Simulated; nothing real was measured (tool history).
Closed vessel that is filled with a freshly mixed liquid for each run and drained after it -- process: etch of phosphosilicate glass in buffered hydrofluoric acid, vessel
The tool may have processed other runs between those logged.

run	hour	temperature setpoint of the liquid (K)	parts of 40 % ammonium fluoride to one part of 49 % hydrofluoric acid (parts by volume)	time in the liquid (s)	thickness taken off the phosphosilicate glass on a monitor wafer (Å)
1	0.0	297.15	9.0	30	967.87
2	4.7	298.15	9.0	30	1020.40
3	7.8	298.15	9.0	30	1011.50
4	10.2	296.65	9.0	30	932.93
5	13.7	296.65	9.0	30	931.58
6	20.1	296.65	9.0	30	941.79
7	26.5	297.65	9.0	30	986.94
8	28.1	298.15	9.0	30	1020.00

Predict the results of run 9:
9	33.7	298.65	9.0	30	?

thickness taken off the phosphosilicate glass on a monitor wafer (Å): 1044.60
